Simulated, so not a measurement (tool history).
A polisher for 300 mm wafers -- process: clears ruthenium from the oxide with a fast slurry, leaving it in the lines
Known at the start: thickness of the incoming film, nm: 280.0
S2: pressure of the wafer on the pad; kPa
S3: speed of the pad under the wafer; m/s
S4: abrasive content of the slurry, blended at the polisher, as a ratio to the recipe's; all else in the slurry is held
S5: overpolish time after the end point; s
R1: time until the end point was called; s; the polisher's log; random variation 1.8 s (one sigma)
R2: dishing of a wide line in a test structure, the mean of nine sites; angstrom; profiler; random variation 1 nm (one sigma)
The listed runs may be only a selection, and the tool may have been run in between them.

{"run": 1, "hour": 0.0, "flow of slurry (ml/min)": 180, "S2": 18.6, "S3": 1.12, "S4": 1, "S5": 16, "R1": 58.205, "R2": 666.19}
{"run": 2, "hour": 0.7, "flow of slurry (ml/min)": 180, "S2": 18.6, "S3": 1.24, "S4": 1, "S5": 16, "R1": 52.629, "R2": 744.76}
{"run": 3, "hour": 8.2, "flow of slurry (ml/min)": 180, "S2": 22.1, "S3": 1.24, "S4": 1, "S5": 16, "R1": 43.916, "R2": 842.2}
{"run": 4, "hour": 8.9, "flow of slurry (ml/min)": 225, "S2": 22.1, "S3": 1.24, "S4": 1, "S5": 16, "R1": 42.363, "R2": 876.45}
{"run": 5, "hour": 15.2, "flow of slurry (ml/min)": 225, "S2": 22.1, "S3": 1.24, "S4": 1.2, "S5": 16, "R1": 40.306, "R2": 875.05}
{"run": 6, "hour": 19.4, "flow of slurry (ml/min)": 225, "S2": 19.3, "S3": 1.18, "S4": 1.2, "S5": 17, "R1": 47.383, "R2": 823.52}

Run 7 has not been measured yet. What should we expect?
{"run": 7, "hour": 20.0, "flow of slurry (ml/min)": 220, "S2": 17.2, "S3": 1.12, "S4": 1.2, "S5": 17, "R1": "?", "R2": "?"}

Run 7 gave R1 56.789 s, R2 729.12 angstrom.

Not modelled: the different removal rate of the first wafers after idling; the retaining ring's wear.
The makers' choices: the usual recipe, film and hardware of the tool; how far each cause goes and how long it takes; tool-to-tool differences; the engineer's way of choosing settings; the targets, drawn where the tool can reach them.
